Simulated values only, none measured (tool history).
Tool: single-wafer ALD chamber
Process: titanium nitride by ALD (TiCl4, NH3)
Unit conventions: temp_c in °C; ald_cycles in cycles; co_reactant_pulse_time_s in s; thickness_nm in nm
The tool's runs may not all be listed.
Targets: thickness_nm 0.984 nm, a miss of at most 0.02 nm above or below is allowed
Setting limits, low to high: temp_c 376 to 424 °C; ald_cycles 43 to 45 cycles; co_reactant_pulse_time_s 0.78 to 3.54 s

run	hour	temp_c	ald_cycles	co_reactant_pulse_time_s	thickness_nm
1	0	400	45	2.16	1.0848
2	7.9	391	45	2.16	1.0723
3	11.2	386	45	2.16	1.0681
4	12.1	393	45	2.16	1.077
5	15.5	391	45	2	1.0718
6	16.2	391	45	2.47	1.09
7	17.9	390	45	2.32	1.0793
8	24.7	389	45	2.18	1.0765
9	28.9	388	45	2.02	1.0689
10	36.2	376	43	1.33	0.95636

Pick the move, out of 4, that brings all results within their allowed miss; only one does.
A	43.5	376	45	0.95	?
B	43.5	376	45	1.2	?
C	43.5	376	45	0.97	?
D	43.5	380	43	1.04	?

move	thickness_nm
A	0.9289
B	0.98638
C	0.93531
D	0.92534
A: lands further from the targets than the last run did
B: hits every target within its allowed miss
C: lands further from the targets than the last run did
D: lands further from the targets than the last run did
The move that meets every target is B.
